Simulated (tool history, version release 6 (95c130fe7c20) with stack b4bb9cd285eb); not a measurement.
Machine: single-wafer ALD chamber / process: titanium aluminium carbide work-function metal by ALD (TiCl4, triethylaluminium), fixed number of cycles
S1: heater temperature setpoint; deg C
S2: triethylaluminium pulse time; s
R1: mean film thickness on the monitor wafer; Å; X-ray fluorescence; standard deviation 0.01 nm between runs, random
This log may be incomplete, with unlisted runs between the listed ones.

run 1 hour=0.0 | S1=305 S2=14.85 | R1=19.923
run 2 hour=6.8 | S1=302 S2=14.57 | R1=19.390
run 3 hour=11.1 | S1=312 S2=14.57 | R1=20.671
run 4 hour=19.7 | S1=312 S2=16.99 | R1=20.838
run 5 hour=20.6 | S1=303 S2=16.99 | R1=19.950
run 6 hour=21.5 | S1=301 S2=16.64 | R1=19.450
run 7 hour=22.9 | S1=299 S2=16.50 | R1=19.572

What does the tool deliver on the next run?
run 8 hour=25.3 | S1=297 S2=16.13 | R1=?

{"run 8": {"R1": 19.337}}

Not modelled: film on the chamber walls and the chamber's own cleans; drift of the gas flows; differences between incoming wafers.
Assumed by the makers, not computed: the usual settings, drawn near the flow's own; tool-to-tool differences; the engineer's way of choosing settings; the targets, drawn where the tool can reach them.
